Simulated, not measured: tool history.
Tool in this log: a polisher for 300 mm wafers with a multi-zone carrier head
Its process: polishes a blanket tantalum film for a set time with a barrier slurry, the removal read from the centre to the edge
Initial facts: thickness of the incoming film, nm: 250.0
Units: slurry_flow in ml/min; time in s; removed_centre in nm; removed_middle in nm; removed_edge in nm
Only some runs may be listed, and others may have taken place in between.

{"run": 1, "hour": 0.0, "slurry_flow": 215, "centre_zone": 1.0, "middle_zone": 1.0, "edge_zone": 1.0, "slurry_solids": 1.0, "time": 40, "removed_centre": 73.983, "removed_middle": 76.606, "removed_edge": 78.936}
{"run": 2, "hour": 3.1, "slurry_flow": 215, "centre_zone": 1.0, "middle_zone": 1.0, "edge_zone": 0.95, "slurry_solids": 1.0, "time": 40, "removed_centre": 75.946, "removed_middle": 76.602, "removed_edge": 77.818}
{"run": 3, "hour": 4.9, "slurry_flow": 215, "centre_zone": 0.94, "middle_zone": 1.0, "edge_zone": 0.95, "slurry_solids": 1.0, "time": 40, "removed_centre": 70.774, "removed_middle": 75.946, "removed_edge": 77.508}
{"run": 4, "hour": 13.5, "slurry_flow": 220, "centre_zone": 0.95, "middle_zone": 1.03, "edge_zone": 0.98, "slurry_solids": 1.1, "time": 40, "removed_centre": 72.836, "removed_middle": 80.122, "removed_edge": 79.911}
{"run": 5, "hour": 15.8, "slurry_flow": 220, "centre_zone": 0.95, "middle_zone": 1.03, "edge_zone": 1.04, "slurry_solids": 1.1, "time": 40, "removed_centre": 73.544, "removed_middle": 78.877, "removed_edge": 81.971}
{"run": 6, "hour": 18.7, "slurry_flow": 220, "centre_zone": 0.95, "middle_zone": 1.03, "edge_zone": 1.12, "slurry_solids": 1.1, "time": 40, "removed_centre": 73.121, "removed_middle": 82.171, "removed_edge": 83.188}
{"run": 7, "hour": 24.0, "slurry_flow": 225, "centre_zone": 0.95, "middle_zone": 1.05, "edge_zone": 1.13, "slurry_solids": 1.15, "time": 41, "removed_centre": 75.846, "removed_middle": 84.622, "removed_edge": 87.03}
{"run": 8, "hour": 32.2, "slurry_flow": 225, "centre_zone": 0.94, "middle_zone": 1.07, "edge_zone": 1.11, "slurry_solids": 1.2, "time": 42, "removed_centre": 77.855, "removed_middle": 90.643, "removed_edge": 91.025}
{"run": 9, "hour": 39.4, "slurry_flow": 230, "centre_zone": 0.95, "middle_zone": 1.09, "edge_zone": 1.11, "slurry_solids": 1.25, "time": 42, "removed_centre": 78.969, "removed_middle": 92.455, "removed_edge": 92.693}
{"run": 10, "hour": 41.3, "slurry_flow": 235, "centre_zone": 0.96, "middle_zone": 1.11, "edge_zone": 1.1, "slurry_solids": 1.25, "time": 42, "removed_centre": 81.149, "removed_middle": 94.431, "removed_edge": 89.086}
{"run": 11, "hour": 45.2, "slurry_flow": 235, "centre_zone": 0.96, "middle_zone": 1.12, "edge_zone": 1.1, "slurry_solids": 1.3, "time": 42, "removed_centre": 82.843, "removed_middle": 95.386, "removed_edge": 90.849}

Run 12 is up next; what results do you expect?
{"run": 12, "hour": 50.6, "slurry_flow": 235, "centre_zone": 0.96, "middle_zone": 1.12, "edge_zone": 1.1, "slurry_solids": 1.3, "time": 42, "removed_centre": "?", "removed_middle": "?", "removed_edge": "?"}

Run 12 produced removed_centre 83.447 nm, removed_middle 96.098 nm, removed_edge 91.554 nm.
